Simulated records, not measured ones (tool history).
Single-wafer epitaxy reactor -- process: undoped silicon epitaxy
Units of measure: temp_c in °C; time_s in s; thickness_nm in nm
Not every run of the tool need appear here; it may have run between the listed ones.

run,hour,temp_c,time_s,thickness_nm
1,0.0,635,187,24.385
2,7.3,629,187,20.949
3,16.1,626,187,19.461
4,23.5,630,187,21.520
5,29.8,627,187,19.916
6,31.7,627,208,22.222
7,39.8,624,208,20.600
8,44.0,622,208,19.606
9,52.3,622,208,19.592
10,54.3,620,208,18.650

Estimate the outcome of run 11 from the log above:
11,62.8,618,208,?

Run 11 produced thickness_nm 17.716 nm.

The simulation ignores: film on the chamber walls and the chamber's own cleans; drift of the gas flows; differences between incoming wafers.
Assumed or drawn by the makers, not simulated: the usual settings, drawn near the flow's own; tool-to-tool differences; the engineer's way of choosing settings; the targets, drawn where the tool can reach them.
